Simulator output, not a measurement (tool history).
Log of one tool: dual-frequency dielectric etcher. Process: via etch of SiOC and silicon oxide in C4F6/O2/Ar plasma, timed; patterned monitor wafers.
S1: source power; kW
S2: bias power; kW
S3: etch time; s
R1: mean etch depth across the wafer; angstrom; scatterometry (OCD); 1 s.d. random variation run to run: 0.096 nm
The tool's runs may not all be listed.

| run | hour | S1 | S2 | S3 | R1 |
|---|---|---|---|---|---|
| 1 | 0.0 | 0.340 | 0.133 | 55.0 | 545.63 |
| 2 | 7.7 | 0.380 | 0.133 | 55.0 | 573.87 |
| 3 | 15.3 | 0.340 | 0.129 | 55.0 | 540.35 |
| 4 | 20.7 | 0.310 | 0.127 | 55.0 | 516.95 |
| 5 | 27.0 | 0.290 | 0.125 | 55.0 | 500.50 |
| 6 | 30.6 | 0.280 | 0.124 | 55.0 | 489.66 |

Forecast run 7:
| 7 | 32.3 | 0.230 | 0.120 | 55.0 | ? |

R1: 440.96 angstrom
